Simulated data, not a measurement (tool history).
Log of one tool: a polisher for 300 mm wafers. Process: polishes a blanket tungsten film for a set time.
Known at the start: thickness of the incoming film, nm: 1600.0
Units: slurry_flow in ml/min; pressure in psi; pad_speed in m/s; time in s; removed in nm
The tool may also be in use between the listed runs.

{"run": 1, "hour": 0.0, "slurry_flow": 270, "pressure": 4.2, "pad_speed": 0.84, "slurry_solids": 1, "time": 82, "removed": 332.71}
{"run": 2, "hour": 5.4, "slurry_flow": 270, "pressure": 4.3, "pad_speed": 0.84, "slurry_solids": 1, "time": 82, "removed": 337.81}
{"run": 3, "hour": 7.2, "slurry_flow": 270, "pressure": 4.3, "pad_speed": 0.84, "slurry_solids": 1, "time": 82, "removed": 344.03}
{"run": 4, "hour": 11.6, "slurry_flow": 330, "pressure": 4.3, "pad_speed": 0.84, "slurry_solids": 1, "time": 82, "removed": 344.62}
{"run": 5, "hour": 14.8, "slurry_flow": 330, "pressure": 4.3, "pad_speed": 0.84, "slurry_solids": 0.85, "time": 82, "removed": 330.62}
{"run": 6, "hour": 15.4, "slurry_flow": 330, "pressure": 4.3, "pad_speed": 0.84, "slurry_solids": 1.05, "time": 82, "removed": 341.7}

Run 7 comes next. What will it give?
{"run": 7, "hour": 23.5, "slurry_flow": 330, "pressure": 4.4, "pad_speed": 0.84, "slurry_solids": 1.05, "time": 82, "removed": "?"}

removed: 360.42 nm
